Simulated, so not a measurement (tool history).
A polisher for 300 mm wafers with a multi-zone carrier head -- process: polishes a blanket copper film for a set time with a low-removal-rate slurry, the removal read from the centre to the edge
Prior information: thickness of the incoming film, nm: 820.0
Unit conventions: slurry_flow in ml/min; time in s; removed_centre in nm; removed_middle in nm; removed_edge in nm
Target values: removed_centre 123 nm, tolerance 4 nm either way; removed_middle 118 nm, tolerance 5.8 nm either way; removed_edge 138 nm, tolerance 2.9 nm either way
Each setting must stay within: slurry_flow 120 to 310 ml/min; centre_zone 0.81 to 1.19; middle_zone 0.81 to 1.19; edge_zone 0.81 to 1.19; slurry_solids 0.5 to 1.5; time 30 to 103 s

run  hour  slurry_flow  centre_zone  middle_zone  edge_zone  slurry_solids  time  removed_centre  removed_middle  removed_edge
  1     0          200            1            1          1              1    66          224.49          221.48        225.75
  2   4.2          190         0.98         0.96       0.98            0.9    62          204.98          199.07        207.19
  3  13.1          180         0.96         0.93       0.98            0.8    57          183.07           176.7        186.89
  4  16.5          170         0.94         0.91       0.99           0.75    54           165.8          159.66        175.83
  5  24.3          170         0.94         0.91       0.99            0.9    54          170.05          162.13        179.21
  6  29.9          170         0.94         0.88       0.99            0.9    54          170.34          155.92        179.16
  7  36.1          165         0.92         0.87       0.98           0.85    52          156.28          149.05        170.83
  8  38.4          160         0.91         0.86       0.97            0.8    50          150.33          138.74        163.54
  9  42.7          155          0.9         0.86       0.95           0.75    49          142.57          135.04        154.05
 10  45.2          150         0.89         0.85       0.94           0.75    49          141.19          131.04        154.36
 11    53          145         0.88         0.85       0.92            0.7    49          139.53          132.25        151.04
 12  61.3          140         0.87         0.84       0.91           0.65    49          135.31          126.13        148.28
 13    62          140         0.86         0.84        0.9           0.65    49          135.93          125.71         147.4
 14    68          135         0.85         0.84        0.9            0.6    49          131.74          131.08        145.34
 15  74.3          160         0.84         0.81       0.93           0.65    42          113.72          110.28        130.14
 16  82.4          160         0.85         0.82       0.94           0.65    42          116.22          109.25         129.3
 17  87.2          155         0.86         0.83       0.95           0.65    42          118.08          108.89        130.46
 18  90.3          155         0.86         0.84       0.96            0.7    42          118.37          110.84        132.67

Exactly one of the 4 candidate moves below puts every result within its allowed miss. Which one?
  A  93.4          140         0.83         0.81       0.94           0.65    43               ?               ?             ?
  B  93.4          120         0.92         0.81       1.03              1    41               ?               ?             ?
  C  93.4          120         0.94         0.82       0.92            0.7    42               ?               ?             ?
  D  93.4          145         0.88         0.86       0.99           0.55    45               ?               ?             ?

move  removed_centre  removed_middle  removed_edge
   A           114.7          110.08        131.06
   B          123.05           109.1        136.51
   C          122.11          107.48        126.14
   D          123.87          119.11        138.17
A: lands further from the targets than the last run did
B: meets the target for the result that was furthest off, but another lies outside its allowed miss
C: lands further from the targets than the last run did
D: every result within its allowed miss
Correct choice: D, which meets every target

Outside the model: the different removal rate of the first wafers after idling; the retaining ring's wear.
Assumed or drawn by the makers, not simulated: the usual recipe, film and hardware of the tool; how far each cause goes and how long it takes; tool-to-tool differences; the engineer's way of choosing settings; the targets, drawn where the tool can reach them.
